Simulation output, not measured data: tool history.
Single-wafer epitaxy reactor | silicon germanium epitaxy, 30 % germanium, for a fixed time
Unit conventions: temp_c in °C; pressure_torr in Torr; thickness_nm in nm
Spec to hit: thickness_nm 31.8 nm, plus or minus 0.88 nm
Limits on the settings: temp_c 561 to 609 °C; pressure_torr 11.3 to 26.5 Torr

Run 1, hour 0: temp_c 585 °C, pressure_torr 18.9 Torr. Result: thickness_nm 44.487 nm.
Run 2, hour 4.9: temp_c 581 °C, pressure_torr 18.8 Torr. Result: thickness_nm 41.79 nm.
Run 3, hour 12.4: temp_c 577 °C, pressure_torr 18.6 Torr. Result: thickness_nm 38.924 nm.
Run 4, hour 14.1: temp_c 574 °C, pressure_torr 18.5 Torr. Result: thickness_nm 36.753 nm.
Run 5, hour 22.3: temp_c 574 °C, pressure_torr 15.6 Torr. Result: thickness_nm 34.413 nm.
Run 6, hour 24.6: temp_c 574 °C, pressure_torr 18.4 Torr. Result: thickness_nm 36.654 nm.
Run 7, hour 28.2: temp_c 572 °C, pressure_torr 18.3 Torr. Result: thickness_nm 35.222 nm.
Run 8, hour 34.2: temp_c 571 °C, pressure_torr 18.2 Torr. Result: thickness_nm 34.699 nm.

Consider the 5 candidate settings below. Which is the only one whose results all fall within their allowed miss of target?
Run A, hour 40.2: temp_c 566 °C, pressure_torr 18.6 Torr. Result: thickness_nm ?.
Run B, hour 40.2: temp_c 564 °C, pressure_torr 15.9 Torr. Result: thickness_nm ?.
Run C, hour 40.2: temp_c 562 °C, pressure_torr 18.3 Torr. Result: thickness_nm ?.
Run D, hour 40.2: temp_c 562 °C, pressure_torr 17.6 Torr. Result: thickness_nm ?.
Run E, hour 40.2: temp_c 564 °C, pressure_torr 17.4 Torr. Result: thickness_nm ?.

move  thickness_nm
   A        32.036
   B        29.261
   C        29.711
   D        29.298
   E        30.213
A: each result inside its tolerance
B: pushes the last run's worst result past its target
C: pushes the last run's worst result past its target
D: pushes the last run's worst result past its target
E: pushes the last run's worst result past its target
Answer: A

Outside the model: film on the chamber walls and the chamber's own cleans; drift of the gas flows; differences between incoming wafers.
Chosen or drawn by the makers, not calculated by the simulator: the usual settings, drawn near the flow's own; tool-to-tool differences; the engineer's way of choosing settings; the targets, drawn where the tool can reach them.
